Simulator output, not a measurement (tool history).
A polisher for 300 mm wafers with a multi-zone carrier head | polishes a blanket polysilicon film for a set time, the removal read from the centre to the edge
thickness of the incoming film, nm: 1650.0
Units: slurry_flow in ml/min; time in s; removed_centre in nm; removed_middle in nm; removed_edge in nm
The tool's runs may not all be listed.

| run | day | slurry_flow | centre_zone | middle_zone | edge_zone | time | removed_centre | removed_middle | removed_edge |
|---|---|---|---|---|---|---|---|---|---|
| 1 | 0 | 275 | 1 | 1 | 1 | 61 | 525.31 | 544.2 | 516.1 |
| 2 | 0.333 | 325 | 1 | 1 | 1 | 61 | 543.45 | 545.43 | 541.12 |
| 3 | 0.696 | 325 | 1 | 1 | 1 | 76 | 673.01 | 679.15 | 652.58 |
| 4 | 0.85 | 380 | 1 | 1 | 1 | 76 | 692.07 | 691.39 | 652.64 |
| 5 | 0.971 | 375 | 1 | 0.96 | 1.01 | 76 | 692.57 | 663.72 | 674.43 |
| 6 | 1.242 | 375 | 1 | 0.96 | 1.06 | 76 | 672.76 | 660.4 | 683.53 |
| 7 | 1.317 | 370 | 1.01 | 0.94 | 1.04 | 75 | 684.19 | 644.67 | 655.8 |

Run 8 comes next. What will it give?
| 8 | 1.488 | 370 | 1.01 | 0.91 | 1.05 | 75 | ? | ? | ? |

removed_centre: 688.76 nm
removed_middle: 626.55 nm
removed_edge: 662.26 nm

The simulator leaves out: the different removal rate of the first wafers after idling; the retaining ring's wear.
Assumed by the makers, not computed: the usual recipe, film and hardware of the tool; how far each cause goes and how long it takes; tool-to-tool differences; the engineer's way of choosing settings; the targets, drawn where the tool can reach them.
